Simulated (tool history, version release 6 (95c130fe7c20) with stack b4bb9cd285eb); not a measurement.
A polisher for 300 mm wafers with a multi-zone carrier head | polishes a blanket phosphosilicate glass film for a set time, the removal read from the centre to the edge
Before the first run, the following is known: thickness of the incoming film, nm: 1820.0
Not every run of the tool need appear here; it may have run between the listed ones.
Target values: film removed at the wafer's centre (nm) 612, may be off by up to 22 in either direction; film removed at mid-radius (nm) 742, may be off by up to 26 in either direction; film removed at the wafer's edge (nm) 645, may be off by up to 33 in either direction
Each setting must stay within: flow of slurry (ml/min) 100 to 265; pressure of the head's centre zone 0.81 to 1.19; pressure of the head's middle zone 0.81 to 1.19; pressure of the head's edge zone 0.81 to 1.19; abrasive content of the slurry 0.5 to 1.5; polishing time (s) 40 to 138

run,hour,flow of slurry (ml/min),pressure of the head's centre zone,pressure of the head's middle zone,pressure of the head's edge zone,abrasive content of the slurry,polishing time (s),film removed at the wafer's centre (nm),film removed at mid-radius (nm),film removed at the wafer's edge (nm)
1,0,170,1,1,1,1,88,439.5,443.7,448.74
2,1.8,170,1,0.94,1,1,88,434.62,424.38,450.11
3,8,180,0.99,0.99,1,1.1,90,478.14,467.17,489.17
4,12.2,180,0.99,0.94,1,1.1,90,463.67,447.67,489.48
5,15.2,175,0.96,0.99,0.97,1.15,94,471.82,492.94,507.11
# hour 19.6: slurry nozzle cleaned
6,19.6,175,0.96,0.99,0.97,1.25,94,561.03,552.7,557.69
7,23.7,175,0.94,1.02,0.97,1.25,95,543.86,576.66,552.1
8,29,175,0.93,1.04,1,1.25,96,537.92,594.02,575.73
9,31.5,225,0.98,1.14,1.03,1.35,96,602.43,697.06,611.07
10,36.3,225,0.98,1.14,1.04,1.35,96,618.94,690.13,608.65
11,37.7,225,0.97,1.15,1.05,1.35,96,601.05,692.84,615.92
12,44.8,225,0.97,1.16,1.05,1.35,96,615.91,714.06,614.29
13,48.1,225,0.96,1.16,1.06,1.35,96,603.04,694.83,620.71

Which one of the following 4 next-run settings gets every result inside its allowed miss? There is exactly one.
A,51.4,265,1.07,1.07,1.15,1.15,92,?,?,?
B,51.4,240,0.81,1.09,0.98,1.5,112,?,?,?
C,51.4,230,0.95,1.19,1.1,1.2,103,?,?,?
D,51.4,245,0.96,1.19,0.93,1.4,104,?,?,?

move,film removed at the wafer's centre (nm),film removed at mid-radius (nm),film removed at the wafer's edge (nm)
A,615.09,610.52,586
B,611.9,811.63,717.95
C,610.13,746.57,642.83
D,658.87,797.44,639.93
A: its largest miss is bigger than the last run's
B: takes the biggest miss from the last run beyond its target
C: in spec on every target
D: takes the biggest miss from the last run beyond its target
So the answer is move C, the one that meets all the targets.
